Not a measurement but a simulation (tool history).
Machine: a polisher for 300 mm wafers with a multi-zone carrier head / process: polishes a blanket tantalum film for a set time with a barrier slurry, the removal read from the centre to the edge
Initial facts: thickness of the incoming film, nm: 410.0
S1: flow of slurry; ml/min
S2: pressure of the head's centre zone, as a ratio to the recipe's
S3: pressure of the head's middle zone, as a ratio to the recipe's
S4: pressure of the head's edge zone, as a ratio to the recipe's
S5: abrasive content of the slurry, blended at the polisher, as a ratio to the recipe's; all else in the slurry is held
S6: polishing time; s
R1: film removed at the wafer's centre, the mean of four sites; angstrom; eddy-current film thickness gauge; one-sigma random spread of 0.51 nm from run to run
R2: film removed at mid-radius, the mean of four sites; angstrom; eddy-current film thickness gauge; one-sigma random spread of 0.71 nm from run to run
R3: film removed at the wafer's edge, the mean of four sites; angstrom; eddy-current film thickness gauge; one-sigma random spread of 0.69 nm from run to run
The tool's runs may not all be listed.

{"run": 1, "hour": 0.0, "S1": 300, "S2": 1, "S3": 1, "S4": 1, "S5": 1, "S6": 57, "R1": 498.34, "R2": 504.64, "R3": 477.37}
{"run": 2, "hour": 3.2, "S1": 295, "S2": 0.96, "S3": 0.99, "S4": 1.06, "S5": 1.15, "S6": 59, "R1": 501.95, "R2": 511.91, "R3": 524.66}
{"run": 3, "hour": 7.9, "S1": 300, "S2": 0.94, "S3": 1.02, "S4": 1.09, "S5": 1.25, "S6": 61, "R1": 524.64, "R2": 576.69, "R3": 560.91}
{"run": 4, "hour": 16.8, "S1": 300, "S2": 0.92, "S3": 1.01, "S4": 1.12, "S5": 1.35, "S6": 62, "R1": 525.15, "R2": 585.95, "R3": 595.39}
{"run": 5, "hour": 23.3, "S1": 300, "S2": 0.96, "S3": 1.01, "S4": 1.12, "S5": 1.35, "S6": 62, "R1": 552.02, "R2": 580.37, "R3": 588.35}
{"run": 6, "hour": 28.7, "S1": 300, "S2": 0.96, "S3": 1.01, "S4": 1.12, "S5": 1.5, "S6": 62, "R1": 558.37, "R2": 594.77, "R3": 602.61}
{"run": 7, "hour": 32.2, "S1": 300, "S2": 0.96, "S3": 1.01, "S4": 1.12, "S5": 1.5, "S6": 62, "R1": 566.11, "R2": 587.56, "R3": 596.61}

Run 8 comes next. What will it give?
{"run": 8, "hour": 35.2, "S1": 300, "S2": 0.94, "S3": 1.01, "S4": 1.14, "S5": 1.5, "S6": 63, "R1": "?", "R2": "?", "R3": "?"}

{"run 8": {"R1": 556.15, "R2": 599.72, "R3": 615.18}}
